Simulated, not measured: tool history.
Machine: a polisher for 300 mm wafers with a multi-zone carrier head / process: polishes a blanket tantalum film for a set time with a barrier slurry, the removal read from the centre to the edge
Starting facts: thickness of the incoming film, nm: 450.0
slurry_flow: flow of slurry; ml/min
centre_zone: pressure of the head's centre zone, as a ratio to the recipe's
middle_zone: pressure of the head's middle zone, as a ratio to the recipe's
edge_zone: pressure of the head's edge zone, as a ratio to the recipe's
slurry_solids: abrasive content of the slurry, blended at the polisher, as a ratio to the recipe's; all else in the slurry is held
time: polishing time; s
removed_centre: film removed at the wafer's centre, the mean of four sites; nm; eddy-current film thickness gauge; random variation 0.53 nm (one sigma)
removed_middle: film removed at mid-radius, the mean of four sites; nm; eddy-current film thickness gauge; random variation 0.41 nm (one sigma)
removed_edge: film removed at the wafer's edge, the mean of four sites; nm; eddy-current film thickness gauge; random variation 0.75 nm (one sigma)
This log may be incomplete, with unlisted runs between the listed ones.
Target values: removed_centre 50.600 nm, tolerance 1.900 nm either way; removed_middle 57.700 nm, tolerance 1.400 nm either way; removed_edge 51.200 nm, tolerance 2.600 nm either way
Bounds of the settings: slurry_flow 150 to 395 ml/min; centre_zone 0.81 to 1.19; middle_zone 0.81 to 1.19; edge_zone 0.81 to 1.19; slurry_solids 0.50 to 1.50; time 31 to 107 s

run 1 hour=0.0 | slurry_flow=250 centre_zone=1.00 middle_zone=1.00 edge_zone=1.00 slurry_solids=1.00 time=69 | removed_centre=114.810 removed_middle=113.150 removed_edge=116.170
run 2 hour=7.2 | slurry_flow=235 centre_zone=0.97 middle_zone=1.01 edge_zone=0.95 slurry_solids=0.85 time=58 | removed_centre=88.869 removed_middle=90.596 removed_edge=88.155
run 3 hour=7.7 | slurry_flow=225 centre_zone=0.93 middle_zone=1.01 edge_zone=0.91 slurry_solids=0.75 time=52 | removed_centre=74.480 removed_middle=78.264 removed_edge=75.002
run 4 hour=9.4 | slurry_flow=220 centre_zone=0.91 middle_zone=1.02 edge_zone=0.88 slurry_solids=0.70 time=48 | removed_centre=67.711 removed_middle=71.194 removed_edge=66.226
run 5 hour=17.4 | slurry_flow=210 centre_zone=0.88 middle_zone=1.03 edge_zone=0.86 slurry_solids=0.65 time=46 | removed_centre=60.528 removed_middle=67.364 removed_edge=61.497
run 6 hour=22.1 | slurry_flow=205 centre_zone=0.87 middle_zone=1.03 edge_zone=0.85 slurry_solids=0.60 time=45 | removed_centre=56.569 removed_middle=63.723 removed_edge=57.577
run 7 hour=23.7 | slurry_flow=200 centre_zone=0.86 middle_zone=1.03 edge_zone=0.84 slurry_solids=0.55 time=45 | removed_centre=53.984 removed_middle=62.587 removed_edge=55.693
run 8 hour=28.5 | slurry_flow=195 centre_zone=0.86 middle_zone=1.02 edge_zone=0.83 slurry_solids=0.55 time=44 | removed_centre=53.208 removed_middle=60.320 removed_edge=54.077
run 9 hour=29.3 | slurry_flow=180 centre_zone=0.85 middle_zone=1.02 edge_zone=0.81 slurry_solids=0.50 time=42 | removed_centre=48.312 removed_middle=54.357 removed_edge=49.617
run 10 hour=32.1 | slurry_flow=190 centre_zone=0.85 middle_zone=1.02 edge_zone=0.81 slurry_solids=0.50 time=42 | removed_centre=48.200 removed_middle=54.288 removed_edge=49.617
run 11 hour=36.8 | slurry_flow=205 centre_zone=0.85 middle_zone=1.03 edge_zone=0.81 slurry_solids=0.50 time=42 | removed_centre=49.943 removed_middle=55.710 removed_edge=49.139

Next run, 4 choices. One meets every target within its allowed miss, the rest don't. Which?
run A hour=41.5 | slurry_flow=270 centre_zone=0.91 middle_zone=1.18 edge_zone=0.81 slurry_solids=0.50 time=40 | removed_centre=? removed_middle=? removed_edge=?
run B hour=41.5 | slurry_flow=160 centre_zone=0.81 middle_zone=0.92 edge_zone=0.96 slurry_solids=0.70 time=42 | removed_centre=? removed_middle=? removed_edge=?
run C hour=41.5 | slurry_flow=270 centre_zone=0.94 middle_zone=1.11 edge_zone=0.81 slurry_solids=0.50 time=37 | removed_centre=? removed_middle=? removed_edge=?
run D hour=41.5 | slurry_flow=210 centre_zone=0.83 middle_zone=1.03 edge_zone=0.81 slurry_solids=0.55 time=42 | removed_centre=? removed_middle=? removed_edge=?

move=A removed_centre=52.006 removed_middle=61.444 removed_edge=47.918
move=B removed_centre=52.471 removed_middle=54.722 removed_edge=58.076
move=C removed_centre=49.160 removed_middle=53.914 removed_edge=44.366
move=D removed_centre=51.399 removed_middle=57.732 removed_edge=51.016
A: pushes the last run's worst result past its target
B: lands further from the targets than the last run did
C: lands further from the targets than the last run did
D: every result lands within tolerance
D is the move that brings every result within its allowed miss.
